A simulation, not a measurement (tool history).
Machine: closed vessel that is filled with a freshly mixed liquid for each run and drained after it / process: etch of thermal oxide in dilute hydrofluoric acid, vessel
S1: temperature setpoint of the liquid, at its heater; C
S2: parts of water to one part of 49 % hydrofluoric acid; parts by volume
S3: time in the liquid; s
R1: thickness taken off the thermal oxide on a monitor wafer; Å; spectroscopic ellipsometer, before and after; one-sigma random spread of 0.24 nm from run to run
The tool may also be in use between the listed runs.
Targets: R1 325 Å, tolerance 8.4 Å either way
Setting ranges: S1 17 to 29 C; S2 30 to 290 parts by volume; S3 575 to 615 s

run,day,S1,S2,S3,R1
1,0,21,160,575,130.86
2,0.333,22,150,575,144.21
3,0.408,22,105,575,220.57
4,0.529,22.5,105,575,222.97
# day 0.871: thermometer replaced
5,0.871,23,105,575,251.9
6,1.188,23,145,575,173.27
7,1.358,27,90,575,350.27
8,1.683,26.5,90,575,342.69
9,1.729,26,90,575,333.86

Exercise: of the 5 proposed moves below, exactly one satisfies all targets within the stated allowed misses. Which move is it?
A,1.775,23.5,90,590,?
B,1.775,26,100,575,?
C,1.775,25.5,90,615,?
D,1.775,27,100,575,?
E,1.775,27.5,100,595,?

move,R1
A,313.88
B,300.08
C,354.24
D,311.93
E,329.04
A: pushes the last run's worst result past its target
B: pushes the last run's worst result past its target
C: its largest miss is bigger than the last run's
D: pushes the last run's worst result past its target
E: each result inside its tolerance
The right move is E.

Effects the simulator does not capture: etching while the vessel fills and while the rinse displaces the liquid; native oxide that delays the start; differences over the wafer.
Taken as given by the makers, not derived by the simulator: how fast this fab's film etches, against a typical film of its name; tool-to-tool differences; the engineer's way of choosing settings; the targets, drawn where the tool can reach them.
